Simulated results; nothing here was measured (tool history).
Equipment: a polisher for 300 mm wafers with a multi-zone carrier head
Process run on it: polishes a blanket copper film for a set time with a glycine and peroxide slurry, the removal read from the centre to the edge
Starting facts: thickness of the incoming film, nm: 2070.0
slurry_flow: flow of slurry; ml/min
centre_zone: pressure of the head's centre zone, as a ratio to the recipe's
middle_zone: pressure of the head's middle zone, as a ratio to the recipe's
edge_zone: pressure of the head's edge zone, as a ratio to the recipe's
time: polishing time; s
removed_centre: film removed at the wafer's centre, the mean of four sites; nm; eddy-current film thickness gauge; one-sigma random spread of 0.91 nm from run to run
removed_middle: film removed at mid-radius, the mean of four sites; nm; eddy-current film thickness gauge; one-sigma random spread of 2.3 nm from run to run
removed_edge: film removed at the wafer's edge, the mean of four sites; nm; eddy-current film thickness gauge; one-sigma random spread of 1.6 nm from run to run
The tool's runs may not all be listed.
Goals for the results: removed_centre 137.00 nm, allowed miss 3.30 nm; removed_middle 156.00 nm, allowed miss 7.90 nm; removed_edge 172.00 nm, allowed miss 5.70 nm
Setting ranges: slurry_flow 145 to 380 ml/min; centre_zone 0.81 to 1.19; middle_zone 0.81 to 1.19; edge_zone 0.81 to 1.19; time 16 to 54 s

run 1 hour=0.0 | slurry_flow=245 centre_zone=1.00 middle_zone=1.00 edge_zone=1.00 time=35 | removed_centre=233.38 removed_middle=274.40 removed_edge=270.51
run 2 hour=2.2 | slurry_flow=245 centre_zone=1.06 middle_zone=1.00 edge_zone=1.00 time=35 | removed_centre=249.58 removed_middle=272.11 removed_edge=276.04
run 3 hour=4.5 | slurry_flow=245 centre_zone=1.06 middle_zone=1.00 edge_zone=1.07 time=35 | removed_centre=249.75 removed_middle=274.94 removed_edge=281.08
run 4 hour=10.5 | slurry_flow=235 centre_zone=1.01 middle_zone=0.95 edge_zone=1.03 time=30 | removed_centre=201.88 removed_middle=220.74 removed_edge=238.65
run 5 hour=16.8 | slurry_flow=235 centre_zone=1.01 middle_zone=1.00 edge_zone=1.03 time=30 | removed_centre=202.09 removed_middle=230.33 removed_edge=230.70
run 6 hour=19.0 | slurry_flow=220 centre_zone=0.98 middle_zone=0.97 edge_zone=1.01 time=27 | removed_centre=175.67 removed_middle=199.98 removed_edge=205.91
run 7 hour=22.5 | slurry_flow=205 centre_zone=0.95 middle_zone=0.94 edge_zone=0.97 time=26 | removed_centre=164.52 removed_middle=184.56 removed_edge=199.60
run 8 hour=30.1 | slurry_flow=195 centre_zone=0.93 middle_zone=0.93 edge_zone=0.94 time=25 | removed_centre=151.15 removed_middle=172.52 removed_edge=187.12
run 9 hour=31.9 | slurry_flow=185 centre_zone=0.92 middle_zone=0.92 edge_zone=0.91 time=25 | removed_centre=147.01 removed_middle=179.59 removed_edge=179.30
run 10 hour=35.2 | slurry_flow=185 centre_zone=0.92 middle_zone=0.89 edge_zone=0.91 time=25 | removed_centre=149.73 removed_middle=170.66 removed_edge=181.36
run 11 hour=37.0 | slurry_flow=180 centre_zone=0.90 middle_zone=0.87 edge_zone=0.90 time=25 | removed_centre=142.66 removed_middle=166.49 removed_edge=179.94
run 12 hour=40.4 | slurry_flow=175 centre_zone=0.90 middle_zone=0.85 edge_zone=0.89 time=25 | removed_centre=141.50 removed_middle=160.97 removed_edge=179.90
run 13 hour=44.0 | slurry_flow=170 centre_zone=0.90 middle_zone=0.84 edge_zone=0.88 time=25 | removed_centre=142.21 removed_middle=156.23 removed_edge=180.16
-- hour=52.3 centre zone pressure recalibrated
run 14 hour=52.3 | slurry_flow=165 centre_zone=0.90 middle_zone=0.84 edge_zone=0.87 time=25 | removed_centre=155.22 removed_middle=162.39 removed_edge=177.43
run 15 hour=57.6 | slurry_flow=185 centre_zone=0.89 middle_zone=0.84 edge_zone=0.86 time=25 | removed_centre=157.15 removed_middle=162.65 removed_edge=179.99
run 16 hour=66.2 | slurry_flow=175 centre_zone=0.88 middle_zone=0.84 edge_zone=0.86 time=25 | removed_centre=153.10 removed_middle=157.90 removed_edge=177.93
run 17 hour=68.1 | slurry_flow=165 centre_zone=0.87 middle_zone=0.85 edge_zone=0.86 time=25 | removed_centre=148.80 removed_middle=163.44 removed_edge=175.10
run 18 hour=71.5 | slurry_flow=160 centre_zone=0.86 middle_zone=0.84 edge_zone=0.86 time=25 | removed_centre=147.62 removed_middle=155.43 removed_edge=176.02
run 19 hour=77.9 | slurry_flow=155 centre_zone=0.86 middle_zone=0.86 edge_zone=0.87 time=25 | removed_centre=145.91 removed_middle=157.20 removed_edge=172.55
run 20 hour=82.8 | slurry_flow=155 centre_zone=0.85 middle_zone=0.87 edge_zone=0.89 time=25 | removed_centre=144.38 removed_middle=159.42 removed_edge=175.38
run 21 hour=85.7 | slurry_flow=150 centre_zone=0.85 middle_zone=0.88 edge_zone=0.90 time=25 | removed_centre=142.18 removed_middle=157.62 removed_edge=176.12
run 22 hour=90.2 | slurry_flow=150 centre_zone=0.85 middle_zone=0.89 edge_zone=0.90 time=25 | removed_centre=144.14 removed_middle=162.73 removed_edge=174.60
run 23 hour=94.9 | slurry_flow=150 centre_zone=0.85 middle_zone=0.89 edge_zone=0.91 time=25 | removed_centre=142.31 removed_middle=163.13 removed_edge=179.22

Consider the 5 candidate settings below. Which is the only one whose results all fall within their allowed miss of target?
run A hour=99.6 | slurry_flow=145 centre_zone=0.89 middle_zone=0.96 edge_zone=1.03 time=23 | removed_centre=? removed_middle=? removed_edge=?
run B hour=99.6 | slurry_flow=235 centre_zone=0.81 middle_zone=0.81 edge_zone=1.14 time=23 | removed_centre=? removed_middle=? removed_edge=?
run C hour=99.6 | slurry_flow=175 centre_zone=0.83 middle_zone=1.10 edge_zone=1.00 time=22 | removed_centre=? removed_middle=? removed_edge=?
run D hour=99.6 | slurry_flow=145 centre_zone=0.82 middle_zone=0.90 edge_zone=1.08 time=24 | removed_centre=? removed_middle=? removed_edge=?
run E hour=99.6 | slurry_flow=170 centre_zone=0.84 middle_zone=0.81 edge_zone=0.86 time=25 | removed_centre=? removed_middle=? removed_edge=?

move=A removed_centre=135.52 removed_middle=161.48 removed_edge=167.39
move=B removed_centre=135.63 removed_middle=152.96 removed_edge=186.31
move=C removed_centre=126.45 removed_middle=180.38 removed_edge=162.45
move=D removed_centre=130.14 removed_middle=159.71 removed_edge=178.26
move=E removed_centre=144.24 removed_middle=157.85 removed_edge=174.23
A: meets every target
B: meets the target for the result that was furthest off, but another lies outside its allowed miss
C: the result that was furthest off in the last run now lies on the other side of its target
D: the result that was furthest off in the last run now lies on the other side of its target
E: its largest miss is bigger than the last run's
Go with A: it meets all targets.

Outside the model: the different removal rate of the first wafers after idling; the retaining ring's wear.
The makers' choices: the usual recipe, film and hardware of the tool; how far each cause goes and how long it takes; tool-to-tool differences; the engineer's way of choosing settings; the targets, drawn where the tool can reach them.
